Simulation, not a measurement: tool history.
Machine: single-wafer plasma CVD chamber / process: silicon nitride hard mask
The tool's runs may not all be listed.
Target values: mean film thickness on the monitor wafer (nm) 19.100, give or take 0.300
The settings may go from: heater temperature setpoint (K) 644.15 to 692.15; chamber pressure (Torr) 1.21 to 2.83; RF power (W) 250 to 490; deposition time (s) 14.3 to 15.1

run  hour  heater temperature setpoint (K)  chamber pressure (Torr)  RF power (W)  deposition time (s)  mean film thickness on the monitor wafer (nm)
  1   0.0                           668.15                     2.02           370                 15.1                                         22.095
  2   1.5                           668.15                     2.35           370                 15.1                                         22.802
  3  10.0                           668.15                     2.13           355                 15.1                                         21.588
  4  18.4                           668.15                     2.13           355                 14.3                                         20.532
  5  19.4                           668.15                     2.00           350                 14.3                                         20.022
  6  27.6                           668.15                     2.00           315                 14.3                                         18.759
  7  34.2                           668.15                     2.03           315                 14.3                                         18.639
  8  35.8                           668.15                     2.03           315                 14.3                                         18.717
  9  40.6                           668.15                     2.07           315                 14.3                                         18.752
 10  42.7                           668.15                     2.10           315                 14.3                                         18.881
 11  46.0                           668.15                     2.10           315                 14.3                                         18.833

5 next moves are on the table. One of them brings every result within its allowed miss. Which?
  A  49.3                           668.15                     2.10           305                 14.3                                              ?
  B  49.3                           670.15                     2.09           310                 14.7                                              ?
  C  49.3                           663.15                     2.19           300                 14.3                                              ?
  D  49.3                           665.15                     2.07           300                 14.3                                              ?
  E  49.3                           676.15                     2.83           270                 14.7                                              ?

move  mean film thickness on the monitor wafer (nm)
   A                                         18.343
   B                                         19.047
   C                                         18.312
   D                                         18.083
   E                                         18.186
A: further off than the last run
B: all results land within tolerance of their targets
C: further off than the last run
D: further off than the last run
E: further off than the last run
B meets every target.
